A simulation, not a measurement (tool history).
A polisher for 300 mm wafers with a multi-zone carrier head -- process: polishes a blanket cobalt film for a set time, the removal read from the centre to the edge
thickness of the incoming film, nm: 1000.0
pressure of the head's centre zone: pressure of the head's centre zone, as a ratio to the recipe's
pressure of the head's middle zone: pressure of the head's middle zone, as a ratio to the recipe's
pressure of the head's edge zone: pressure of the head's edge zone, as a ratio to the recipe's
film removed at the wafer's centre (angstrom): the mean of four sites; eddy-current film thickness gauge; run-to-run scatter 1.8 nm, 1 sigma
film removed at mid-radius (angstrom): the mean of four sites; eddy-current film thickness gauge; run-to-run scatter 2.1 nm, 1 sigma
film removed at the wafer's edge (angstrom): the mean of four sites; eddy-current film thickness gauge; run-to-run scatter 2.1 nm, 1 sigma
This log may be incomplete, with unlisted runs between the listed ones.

run	hour	flow of slurry (ml/min)	pressure of the head's centre zone	pressure of the head's middle zone	pressure of the head's edge zone	polishing time (s)	film removed at the wafer's centre (angstrom)	film removed at mid-radius (angstrom)	film removed at the wafer's edge (angstrom)
1	0	175	1	1	1	43	1983.3	1973.8	2028.6
2	7.5	175	1	1.08	1	43	1993.9	2139.6	2002.8
3	16.3	185	1.03	1.07	1.02	44	2103.8	2205.3	2108.3
4	18.4	185	1.03	1.07	1.05	44	2104.2	2197.2	2085.4
5	25.5	185	1.03	1.07	1.09	44	2098.4	2190.5	2180.3
6	28.1	210	1.03	1.07	1.09	44	2171.5	2245.1	2185.4
7	33.3	215	1.06	1.05	1.1	45	2269.8	2225	2281.4
8	41.1	225	1.08	1.04	1.09	46	2375.3	2301.1	2288.8
9	44.2	230	1.1	1.02	1.09	47	2525.9	2337.5	2370.5
10	45.6	235	1.11	1.01	1.1	47	2522.7	2292.3	2382.3
11	53.1	240	1.12	1	1.1	48	2602.2	2339.1	2453.7
12	56.8	245	1.13	0.99	1.1	48	2642.3	2329.4	2457.6
13	62.7	250	1.14	0.98	1.1	48	2694	2340.2	2438.7
14	69.6	250	1.14	0.98	1.1	48	2689.3	2305.8	2441.9
15	75.3	250	1.15	0.98	1.1	48	2680.4	2308.5	2448.6
16	77.6	255	1.16	0.97	1.1	48	2747.2	2289.8	2425.3
17	84	255	1.16	0.97	1.11	48	2727	2276.3	2446.7
18	85.1	255	1.16	0.97	1.11	48	2714	2266.4	2478.9

For run 19, what comes out?
19	89	265	1.18	0.95	1.1	50	?	?	?

{"run 19": {"film removed at the wafer's centre (angstrom)": 2934.6, "film removed at mid-radius (angstrom)": 2334.7, "film removed at the wafer's edge (angstrom)": 2552.6}}
